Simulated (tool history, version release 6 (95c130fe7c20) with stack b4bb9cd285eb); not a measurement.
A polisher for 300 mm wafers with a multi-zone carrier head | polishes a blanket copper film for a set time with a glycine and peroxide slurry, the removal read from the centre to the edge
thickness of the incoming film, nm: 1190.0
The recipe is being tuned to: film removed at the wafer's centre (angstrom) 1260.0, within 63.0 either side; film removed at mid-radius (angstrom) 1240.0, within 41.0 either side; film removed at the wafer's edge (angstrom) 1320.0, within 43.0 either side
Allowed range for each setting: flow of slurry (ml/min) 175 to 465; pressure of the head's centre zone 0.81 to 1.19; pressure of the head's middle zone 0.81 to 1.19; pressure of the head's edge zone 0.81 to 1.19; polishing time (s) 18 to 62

| run | hour | flow of slurry (ml/min) | pressure of the head's centre zone | pressure of the head's middle zone | pressure of the head's edge zone | polishing time (s) | film removed at the wafer's centre (angstrom) | film removed at mid-radius (angstrom) | film removed at the wafer's edge (angstrom) |
|---|---|---|---|---|---|---|---|---|---|
| 1 | 0.0 | 295 | 1.00 | 1.00 | 1.00 | 40 | 1885.7 | 1894.7 | 1827.0 |
| 2 | 1.3 | 290 | 0.97 | 0.96 | 0.98 | 37 | 1645.1 | 1714.0 | 1710.0 |
| 3 | 8.8 | 290 | 0.97 | 0.89 | 0.98 | 37 | 1670.0 | 1605.7 | 1728.8 |
| 4 | 13.7 | 290 | 0.97 | 0.83 | 0.98 | 37 | 1623.2 | 1498.1 | 1699.0 |
| 5 | 18.9 | 290 | 0.96 | 0.83 | 0.95 | 35 | 1544.8 | 1434.4 | 1629.0 |
| 6 | 25.9 | 290 | 0.96 | 0.83 | 0.86 | 35 | 1552.9 | 1427.6 | 1537.1 |
| 7 | 32.9 | 285 | 0.94 | 0.83 | 0.85 | 34 | 1485.2 | 1402.9 | 1500.7 |
| 8 | 41.4 | 280 | 0.93 | 0.83 | 0.84 | 33 | 1396.1 | 1340.8 | 1439.1 |
| 9 | 45.1 | 270 | 0.93 | 0.83 | 0.83 | 32 | 1416.2 | 1315.8 | 1375.0 |
| 10 | 47.2 | 270 | 0.91 | 0.82 | 0.83 | 32 | 1363.1 | 1300.3 | 1365.2 |
| 11 | 47.8 | 270 | 0.91 | 0.82 | 0.83 | 32 | 1340.5 | 1309.8 | 1359.7 |

Which of these 5 next moves meets every target?
| A | 48.4 | 240 | 1.05 | 0.88 | 0.83 | 33 | ? | ? | ? |
| B | 48.4 | 320 | 0.98 | 0.82 | 0.86 | 30 | ? | ? | ? |
| C | 48.4 | 335 | 0.88 | 0.81 | 0.83 | 30 | ? | ? | ? |
| D | 48.4 | 270 | 0.93 | 0.90 | 0.81 | 32 | ? | ? | ? |
| E | 48.4 | 270 | 0.86 | 0.88 | 0.81 | 29 | ? | ? | ? |

| move | film removed at the wafer's centre (angstrom) | film removed at mid-radius (angstrom) | film removed at the wafer's edge (angstrom) |
|---|---|---|---|
| A | 1600.3 | 1396.0 | 1401.0 |
| B | 1401.5 | 1233.6 | 1320.2 |
| C | 1262.8 | 1226.9 | 1307.4 |
| D | 1393.3 | 1398.1 | 1359.5 |
| E | 1166.7 | 1244.1 | 1232.4 |
A: its largest miss is bigger than the last run's
B: corrects the largest miss of the last run, while another result sits out of spec
C: hits every target within its allowed miss
D: its largest miss is bigger than the last run's
E: corrects the largest miss of the last run, while another result sits out of spec
Go with C: it meets all targets.

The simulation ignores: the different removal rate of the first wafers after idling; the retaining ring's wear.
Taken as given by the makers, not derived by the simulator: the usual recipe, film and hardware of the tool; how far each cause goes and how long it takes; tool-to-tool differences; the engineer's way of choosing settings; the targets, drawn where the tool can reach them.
